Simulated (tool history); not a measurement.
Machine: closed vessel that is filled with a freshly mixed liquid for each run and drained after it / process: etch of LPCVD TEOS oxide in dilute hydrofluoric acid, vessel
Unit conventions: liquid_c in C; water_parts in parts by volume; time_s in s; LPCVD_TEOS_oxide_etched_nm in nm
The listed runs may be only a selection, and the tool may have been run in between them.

run 1 hour=0.0 | liquid_c=24.0 water_parts=265 time_s=30 | LPCVD_TEOS_oxide_etched_nm=3.0198
run 2 hour=5.2 | liquid_c=23.0 water_parts=265 time_s=30 | LPCVD_TEOS_oxide_etched_nm=2.9144
run 3 hour=6.0 | liquid_c=25.0 water_parts=265 time_s=30 | LPCVD_TEOS_oxide_etched_nm=3.1044
run 4 hour=12.6 | liquid_c=25.0 water_parts=305 time_s=30 | LPCVD_TEOS_oxide_etched_nm=2.5958
run 5 hour=19.0 | liquid_c=24.5 water_parts=305 time_s=30 | LPCVD_TEOS_oxide_etched_nm=2.5706
run 6 hour=20.1 | liquid_c=24.5 water_parts=385 time_s=30 | LPCVD_TEOS_oxide_etched_nm=1.8860

Forecast run 7:
run 7 hour=21.5 | liquid_c=25.5 water_parts=380 time_s=30 | LPCVD_TEOS_oxide_etched_nm=?

LPCVD_TEOS_oxide_etched_nm: 1.9858 nm

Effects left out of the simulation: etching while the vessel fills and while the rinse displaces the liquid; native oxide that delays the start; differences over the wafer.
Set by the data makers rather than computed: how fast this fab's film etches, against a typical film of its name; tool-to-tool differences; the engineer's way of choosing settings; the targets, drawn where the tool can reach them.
